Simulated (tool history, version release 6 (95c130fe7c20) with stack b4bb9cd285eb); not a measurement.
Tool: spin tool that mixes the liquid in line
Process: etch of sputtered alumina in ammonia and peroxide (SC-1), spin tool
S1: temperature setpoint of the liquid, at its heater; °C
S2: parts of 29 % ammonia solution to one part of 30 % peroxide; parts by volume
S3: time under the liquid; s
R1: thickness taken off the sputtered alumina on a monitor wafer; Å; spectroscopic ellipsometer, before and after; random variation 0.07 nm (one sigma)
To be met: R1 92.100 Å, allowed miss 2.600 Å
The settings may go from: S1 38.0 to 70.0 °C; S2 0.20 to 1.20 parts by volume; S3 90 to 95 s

{"run": 1, "hour": 0.0, "S1": 54.0, "S2": 0.85, "S3": 90, "R1": 60.196}
{"run": 2, "hour": 7.6, "S1": 59.5, "S2": 0.85, "S3": 90, "R1": 80.631}
{"run": 3, "hour": 9.6, "S1": 60.0, "S2": 0.85, "S3": 90, "R1": 83.68}
{"run": 4, "hour": 11.3, "S1": 56.5, "S2": 0.85, "S3": 90, "R1": 69.992}
{"run": 5, "hour": 16.7, "S1": 56.5, "S2": 0.85, "S3": 90, "R1": 67.891}
{"hour": 24.7, "done": "new drum of ammonia solution connected"}
{"run": 6, "hour": 24.7, "S1": 56.5, "S2": 0.6, "S3": 90, "R1": 68.23}
{"run": 7, "hour": 33.1, "S1": 58.0, "S2": 0.6, "S3": 90, "R1": 73.829}
{"run": 8, "hour": 37.2, "S1": 59.0, "S2": 0.6, "S3": 90, "R1": 77.396}

Which of these 5 next moves meets every target?
{"run": "A", "hour": 41.3, "S1": 63.5, "S2": 0.5, "S3": 95, "R1": "?"}
{"run": "B", "hour": 41.3, "S1": 56.5, "S2": 0.55, "S3": 90, "R1": "?"}
{"run": "C", "hour": 41.3, "S1": 54.0, "S2": 0.85, "S3": 90, "R1": "?"}
{"run": "D", "hour": 41.3, "S1": 62.5, "S2": 0.3, "S3": 95, "R1": "?"}
{"run": "E", "hour": 41.3, "S1": 64.5, "S2": 0.2, "S3": 95, "R1": "?"}

move=A R1=100.180
move=B R1=66.846
move=C R1=61.016
move=D R1=90.765
move=E R1=96.560
A: takes the result that was furthest off past its target
B: further off than the last run
C: further off than the last run
D: meets every target
E: takes the result that was furthest off past its target
Move D is the one to make.
